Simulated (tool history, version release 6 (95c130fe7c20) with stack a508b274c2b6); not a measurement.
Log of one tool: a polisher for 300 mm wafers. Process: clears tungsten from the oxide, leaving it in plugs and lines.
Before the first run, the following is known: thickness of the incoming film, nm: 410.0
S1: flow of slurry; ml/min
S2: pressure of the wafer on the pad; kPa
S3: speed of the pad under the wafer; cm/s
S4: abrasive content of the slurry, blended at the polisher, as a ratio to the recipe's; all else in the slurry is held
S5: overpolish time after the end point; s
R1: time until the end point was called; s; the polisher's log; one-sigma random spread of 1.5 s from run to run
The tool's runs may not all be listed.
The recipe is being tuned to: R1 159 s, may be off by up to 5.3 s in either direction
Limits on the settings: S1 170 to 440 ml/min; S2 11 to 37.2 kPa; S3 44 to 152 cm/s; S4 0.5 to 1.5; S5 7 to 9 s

{"run": 1, "hour": 0.0, "S1": 280, "S2": 24.1, "S3": 98, "S4": 1, "S5": 9, "R1": 93.155}
{"run": 2, "hour": 8.0, "S1": 280, "S2": 24.1, "S3": 106, "S4": 1, "S5": 9, "R1": 87.021}
{"run": 3, "hour": 15.4, "S1": 280, "S2": 24.1, "S3": 116, "S4": 1, "S5": 9, "R1": 81.313}
{"run": 4, "hour": 22.6, "S1": 280, "S2": 20, "S3": 110, "S4": 1, "S5": 9, "R1": 99.419}
{"run": 5, "hour": 24.5, "S1": 280, "S2": 17.2, "S3": 106, "S4": 1, "S5": 9, "R1": 116.33}
{"run": 6, "hour": 32.1, "S1": 280, "S2": 17.2, "S3": 120, "S4": 1, "S5": 9, "R1": 104.76}
{"run": 7, "hour": 37.8, "S1": 280, "S2": 15.2, "S3": 114, "S4": 1, "S5": 9, "R1": 121.55}
{"run": 8, "hour": 41.4, "S1": 280, "S2": 13.8, "S3": 110, "S4": 1, "S5": 9, "R1": 137.03}
{"run": 9, "hour": 46.8, "S1": 280, "S2": 13.1, "S3": 110, "S4": 1, "S5": 9, "R1": 144.43}
{"run": 10, "hour": 49.3, "S1": 280, "S2": 12.4, "S3": 110, "S4": 1, "S5": 9, "R1": 150.14}

Exactly one of the 5 candidate moves below puts every result within its allowed miss. Which one?
{"run": "A", "hour": 51.8, "S1": 285, "S2": 11.7, "S3": 108, "S4": 0.95, "S5": 9, "R1": "?"}
{"run": "B", "hour": 51.8, "S1": 275, "S2": 11, "S3": 138, "S4": 1, "S5": 9, "R1": "?"}
{"run": "C", "hour": 51.8, "S1": 285, "S2": 13.1, "S3": 106, "S4": 1, "S5": 7, "R1": "?"}
{"run": "D", "hour": 51.8, "S1": 280, "S2": 13.8, "S3": 106, "S4": 0.85, "S5": 9, "R1": "?"}
{"run": "E", "hour": 51.8, "S1": 285, "S2": 12.4, "S3": 110, "S4": 1.05, "S5": 9, "R1": "?"}

move=A R1=162.86
move=B R1=135.98
move=C R1=148.69
move=D R1=151.83
move=E R1=147.83
A: all results in spec
B: lands further from the targets than the last run did
C: lands further from the targets than the last run did
D: an improvement on the last run, though not all results are within tolerance
E: lands further from the targets than the last run did
So the answer is move A, the one that meets all the targets.
